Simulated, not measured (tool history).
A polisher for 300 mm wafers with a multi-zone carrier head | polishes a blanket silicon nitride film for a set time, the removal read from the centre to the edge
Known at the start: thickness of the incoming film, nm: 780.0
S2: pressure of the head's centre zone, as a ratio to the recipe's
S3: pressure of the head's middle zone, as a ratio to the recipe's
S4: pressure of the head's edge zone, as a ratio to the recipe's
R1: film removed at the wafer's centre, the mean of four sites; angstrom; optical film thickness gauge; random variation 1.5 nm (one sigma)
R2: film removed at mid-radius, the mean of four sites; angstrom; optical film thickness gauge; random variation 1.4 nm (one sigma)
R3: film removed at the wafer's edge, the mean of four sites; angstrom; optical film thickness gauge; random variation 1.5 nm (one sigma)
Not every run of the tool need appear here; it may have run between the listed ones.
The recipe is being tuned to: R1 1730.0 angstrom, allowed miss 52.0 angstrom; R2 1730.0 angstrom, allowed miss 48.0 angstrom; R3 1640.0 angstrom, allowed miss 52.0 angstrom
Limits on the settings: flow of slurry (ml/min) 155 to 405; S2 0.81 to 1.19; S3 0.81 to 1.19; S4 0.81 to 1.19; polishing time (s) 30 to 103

run 1 hour=0.0 | flow_of_slurry_(ml/min)=260 S2=1.00 S3=1.00 S4=1.00 polishing_time_(s)=66 | R1=1455.2 R2=1443.7 R3=1401.4
run 2 hour=3.0 | flow_of_slurry_(ml/min)=295 S2=1.00 S3=1.00 S4=1.00 polishing_time_(s)=66 | R1=1450.8 R2=1459.2 R3=1396.8
run 3 hour=8.6 | flow_of_slurry_(ml/min)=295 S2=1.00 S3=1.00 S4=1.03 polishing_time_(s)=66 | R1=1461.3 R2=1457.5 R3=1421.5
run 4 hour=15.9 | flow_of_slurry_(ml/min)=295 S2=1.00 S3=1.00 S4=0.97 polishing_time_(s)=66 | R1=1451.0 R2=1454.0 R3=1401.7
run 5 hour=20.9 | flow_of_slurry_(ml/min)=295 S2=1.01 S3=1.01 S4=0.98 polishing_time_(s)=68 | R1=1550.4 R2=1517.0 R3=1452.7
-- hour=28.7 edge zone pressure recalibrated
run 6 hour=28.7 | flow_of_slurry_(ml/min)=295 S2=0.97 S3=1.01 S4=0.98 polishing_time_(s)=68 | R1=1464.2 R2=1512.1 R3=1484.2
run 7 hour=36.2 | flow_of_slurry_(ml/min)=295 S2=0.98 S3=1.02 S4=0.98 polishing_time_(s)=69 | R1=1491.4 R2=1557.5 R3=1517.3
run 8 hour=40.2 | flow_of_slurry_(ml/min)=295 S2=0.99 S3=1.03 S4=0.99 polishing_time_(s)=70 | R1=1564.4 R2=1580.5 R3=1547.5
run 9 hour=43.8 | flow_of_slurry_(ml/min)=300 S2=1.00 S3=1.05 S4=0.99 polishing_time_(s)=70 | R1=1560.5 R2=1631.3 R3=1565.7
run 10 hour=49.1 | flow_of_slurry_(ml/min)=300 S2=1.01 S3=1.05 S4=1.00 polishing_time_(s)=70 | R1=1546.3 R2=1618.9 R3=1566.7
run 11 hour=57.7 | flow_of_slurry_(ml/min)=300 S2=1.03 S3=1.06 S4=1.00 polishing_time_(s)=71 | R1=1610.1 R2=1649.8 R3=1584.2
run 12 hour=66.1 | flow_of_slurry_(ml/min)=305 S2=1.04 S3=1.07 S4=1.00 polishing_time_(s)=71 | R1=1637.8 R2=1657.8 R3=1597.0
run 13 hour=74.3 | flow_of_slurry_(ml/min)=310 S2=1.05 S3=1.08 S4=1.00 polishing_time_(s)=71 | R1=1683.2 R2=1687.0 R3=1578.4
run 14 hour=81.4 | flow_of_slurry_(ml/min)=310 S2=1.05 S3=1.08 S4=1.01 polishing_time_(s)=71 | R1=1670.1 R2=1663.0 R3=1573.7
run 15 hour=83.8 | flow_of_slurry_(ml/min)=310 S2=1.05 S3=1.08 S4=1.01 polishing_time_(s)=71 | R1=1675.1 R2=1663.6 R3=1571.5
run 16 hour=88.9 | flow_of_slurry_(ml/min)=310 S2=1.05 S3=1.08 S4=1.02 polishing_time_(s)=71 | R1=1668.1 R2=1662.6 R3=1595.0

Below are 5 possible settings for the next run. Only one of them brings all results inside the allowed miss of their targets. Which is it?
run A hour=94.0 | flow_of_slurry_(ml/min)=275 S2=1.04 S3=1.07 S4=0.97 polishing_time_(s)=75 | R1=? R2=? R3=?
run B hour=94.0 | flow_of_slurry_(ml/min)=305 S2=1.05 S3=1.02 S4=1.03 polishing_time_(s)=73 | R1=? R2=? R3=?
run C hour=94.0 | flow_of_slurry_(ml/min)=295 S2=1.12 S3=1.06 S4=0.84 polishing_time_(s)=75 | R1=? R2=? R3=?
run D hour=94.0 | flow_of_slurry_(ml/min)=325 S2=1.06 S3=1.13 S4=0.98 polishing_time_(s)=67 | R1=? R2=? R3=?
run E hour=94.0 | flow_of_slurry_(ml/min)=310 S2=1.15 S3=1.09 S4=1.02 polishing_time_(s)=73 | R1=? R2=? R3=?

move=A R1=1741.1 R2=1701.2 R3=1631.6
move=B R1=1727.9 R2=1604.6 R3=1647.6
move=C R1=1885.7 R2=1698.2 R3=1534.8
move=D R1=1611.5 R2=1615.9 R3=1480.1
move=E R1=1893.2 R2=1699.4 R3=1640.0
A: each result inside its tolerance
B: misses by more than the last run did
C: puts the biggest miss on target and leaves a different result outside tolerance
D: misses by more than the last run did
E: puts the biggest miss on target and leaves a different result outside tolerance
Correct choice: A, which meets every target
